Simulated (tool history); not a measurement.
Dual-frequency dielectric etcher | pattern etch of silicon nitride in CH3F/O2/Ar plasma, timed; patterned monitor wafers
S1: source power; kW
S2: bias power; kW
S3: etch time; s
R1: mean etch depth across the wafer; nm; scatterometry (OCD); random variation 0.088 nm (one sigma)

run	hour	S1	S2	S3	R1
1	0.0	0.480	0.077	28.0	19.781
2	1.2	0.480	0.077	28.0	19.650
3	2.6	0.440	0.074	28.0	18.728
4	9.1	0.440	0.074	28.0	18.647
5	9.9	0.490	0.074	28.0	19.611
6	17.1	0.490	0.074	28.0	19.572
7	19.4	0.450	0.072	28.0	18.713
8	26.6	0.420	0.071	28.0	18.111

Forecast run 9:
9	32.4	0.400	0.070	28.0	?

Run 9 gave R1 17.601 nm.

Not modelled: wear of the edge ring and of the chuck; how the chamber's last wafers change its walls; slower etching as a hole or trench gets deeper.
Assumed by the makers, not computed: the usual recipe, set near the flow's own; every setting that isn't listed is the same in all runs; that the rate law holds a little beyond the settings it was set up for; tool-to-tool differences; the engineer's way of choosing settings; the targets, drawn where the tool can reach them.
